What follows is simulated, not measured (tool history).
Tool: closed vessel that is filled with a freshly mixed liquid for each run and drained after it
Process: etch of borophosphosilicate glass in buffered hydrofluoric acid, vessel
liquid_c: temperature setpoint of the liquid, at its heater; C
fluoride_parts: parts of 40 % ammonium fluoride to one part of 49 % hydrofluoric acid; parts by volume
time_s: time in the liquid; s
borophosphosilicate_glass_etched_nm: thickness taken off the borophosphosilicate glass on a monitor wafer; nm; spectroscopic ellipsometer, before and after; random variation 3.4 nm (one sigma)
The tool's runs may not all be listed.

run  hour  liquid_c  fluoride_parts  time_s  borophosphosilicate_glass_etched_nm
  1     0        21             7.5      90                               208.33
  2   4.7      19.5             7.5      90                                189.8
  3    11      20.5             7.5      90                               203.98
  4  12.4      20.5             7.5     100                               227.69
  5  20.9      21.5             7.5     100                               237.68
  6  23.6      21.5             7.5     100                               238.07

Forecast run 7:
  7  29.8      22.5             7.5     100                                    ?

borophosphosilicate_glass_etched_nm: 253.73 nm
